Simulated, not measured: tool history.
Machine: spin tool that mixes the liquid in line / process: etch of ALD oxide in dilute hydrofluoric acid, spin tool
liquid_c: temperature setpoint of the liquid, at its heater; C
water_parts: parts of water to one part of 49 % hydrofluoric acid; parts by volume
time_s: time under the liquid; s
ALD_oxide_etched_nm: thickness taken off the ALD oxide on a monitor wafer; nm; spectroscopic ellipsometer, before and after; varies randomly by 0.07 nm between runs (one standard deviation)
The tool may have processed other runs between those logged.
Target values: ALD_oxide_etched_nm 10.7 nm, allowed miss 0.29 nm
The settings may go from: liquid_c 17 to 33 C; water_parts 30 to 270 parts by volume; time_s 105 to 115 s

Run 1, hour 0: liquid_c 25 C, water_parts 150 parts by volume, time_s 105 s. Result: ALD_oxide_etched_nm 17.252 nm.
Run 2, hour 3.2: liquid_c 24 C, water_parts 155 parts by volume, time_s 105 s. Result: ALD_oxide_etched_nm 15.683 nm.
Run 3, hour 5.5: liquid_c 21.5 C, water_parts 155 parts by volume, time_s 105 s. Result: ALD_oxide_etched_nm 14.466 nm.
Run 4, hour 9: liquid_c 21 C, water_parts 160 parts by volume, time_s 105 s. Result: ALD_oxide_etched_nm 13.723 nm.
Run 5, hour 13.8: liquid_c 21 C, water_parts 160 parts by volume, time_s 105 s. Result: ALD_oxide_etched_nm 13.68 nm.
Run 6, hour 20: liquid_c 21 C, water_parts 160 parts by volume, time_s 115 s. Result: ALD_oxide_etched_nm 15.039 nm.
Run 7, hour 25.6: liquid_c 20.5 C, water_parts 165 parts by volume, time_s 115 s. Result: ALD_oxide_etched_nm 14.211 nm.
Run 8, hour 32.5: liquid_c 20 C, water_parts 170 parts by volume, time_s 115 s. Result: ALD_oxide_etched_nm 13.282 nm.
Run 9, hour 34.8: liquid_c 19.5 C, water_parts 170 parts by volume, time_s 115 s. Result: ALD_oxide_etched_nm 13.037 nm.
Run 10, hour 37.2: liquid_c 19 C, water_parts 170 parts by volume, time_s 115 s. Result: ALD_oxide_etched_nm 12.779 nm.
Run 11, hour 44.6: liquid_c 18.5 C, water_parts 170 parts by volume, time_s 115 s. Result: ALD_oxide_etched_nm 12.473 nm.
At hour 50.2: thermometer replaced.
Run 12, hour 50.2: liquid_c 17.5 C, water_parts 175 parts by volume, time_s 115 s. Result: ALD_oxide_etched_nm 12.195 nm.

Which single option among these 5 for the next run brings every result within its allowed miss of target? Just one does.
Run A, hour 55.8: liquid_c 17.5 C, water_parts 200 parts by volume, time_s 110 s. Result: ALD_oxide_etched_nm ?.
Run B, hour 55.8: liquid_c 17 C, water_parts 185 parts by volume, time_s 110 s. Result: ALD_oxide_etched_nm ?.
Run C, hour 55.8: liquid_c 19.5 C, water_parts 175 parts by volume, time_s 110 s. Result: ALD_oxide_etched_nm ?.
Run D, hour 55.8: liquid_c 18.5 C, water_parts 155 parts by volume, time_s 110 s. Result: ALD_oxide_etched_nm ?.
Run E, hour 55.8: liquid_c 17.5 C, water_parts 195 parts by volume, time_s 105 s. Result: ALD_oxide_etched_nm ?.

move  ALD_oxide_etched_nm
   A                10.14
   B               10.896
   C               12.847
   D                14.22
   E               9.9737
A: takes the result that was furthest off past its target
B: every result within its allowed miss
C: misses by more than the last run did
D: misses by more than the last run did
E: takes the result that was furthest off past its target
The right move is B.

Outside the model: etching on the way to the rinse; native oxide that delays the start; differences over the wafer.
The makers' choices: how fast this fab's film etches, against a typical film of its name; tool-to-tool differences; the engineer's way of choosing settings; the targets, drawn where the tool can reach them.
